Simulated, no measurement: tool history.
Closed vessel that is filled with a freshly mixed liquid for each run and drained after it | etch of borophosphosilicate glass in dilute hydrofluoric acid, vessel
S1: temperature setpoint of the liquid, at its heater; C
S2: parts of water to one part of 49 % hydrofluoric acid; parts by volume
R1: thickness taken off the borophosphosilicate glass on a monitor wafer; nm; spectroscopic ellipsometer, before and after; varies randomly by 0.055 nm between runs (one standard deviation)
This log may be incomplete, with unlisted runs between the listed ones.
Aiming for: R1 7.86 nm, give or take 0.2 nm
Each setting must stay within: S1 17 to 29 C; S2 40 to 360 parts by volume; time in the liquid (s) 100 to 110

Run 1, day 0: S1 21 C, S2 200 parts by volume, time in the liquid (s) 100. Result: R1 15.994 nm.
Run 2, day 0.367: S1 21 C, S2 200 parts by volume, time in the liquid (s) 110. Result: R1 17.416 nm.
Run 3, day 0.583: S1 20.5 C, S2 210 parts by volume, time in the liquid (s) 110. Result: R1 16.33 nm.
Run 4, day 0.946: S1 20 C, S2 220 parts by volume, time in the liquid (s) 110. Result: R1 15.092 nm.
Run 5, day 1.179: S1 20 C, S2 220 parts by volume, time in the liquid (s) 110. Result: R1 15.071 nm.
Run 6, day 1.283: S1 20 C, S2 220 parts by volume, time in the liquid (s) 110. Result: R1 15.062 nm.
Run 7, day 1.65: S1 19.5 C, S2 230 parts by volume, time in the liquid (s) 110. Result: R1 13.919 nm.
Run 8, day 2.017: S1 19.5 C, S2 230 parts by volume, time in the liquid (s) 110. Result: R1 13.923 nm.
Run 9, day 2.142: S1 19.5 C, S2 240 parts by volume, time in the liquid (s) 110. Result: R1 13.545 nm.
Run 10, day 2.471: S1 17 C, S2 320 parts by volume, time in the liquid (s) 110. Result: R1 8.47 nm.

Exactly one of the 5 candidate moves below puts every result within its allowed miss. Which one?
Run A, day 2.8: S1 17 C, S2 295 parts by volume, time in the liquid (s) 105. Result: R1 ?.
Run B, day 2.8: S1 21.5 C, S2 355 parts by volume, time in the liquid (s) 100. Result: R1 ?.
Run C, day 2.8: S1 17 C, S2 305 parts by volume, time in the liquid (s) 110. Result: R1 ?.
Run D, day 2.8: S1 17 C, S2 300 parts by volume, time in the liquid (s) 105. Result: R1 ?.
Run E, day 2.8: S1 17.5 C, S2 335 parts by volume, time in the liquid (s) 110. Result: R1 ?.

move      R1
   A  9.0328
   B  7.9964
   C  9.0765
   D  8.8451
   E  8.2134
A: further off than the last run
B: hits every target within its allowed miss
C: further off than the last run
D: further off than the last run
E: nearer the targets than the last run, but a result is still out of spec
Answer: B
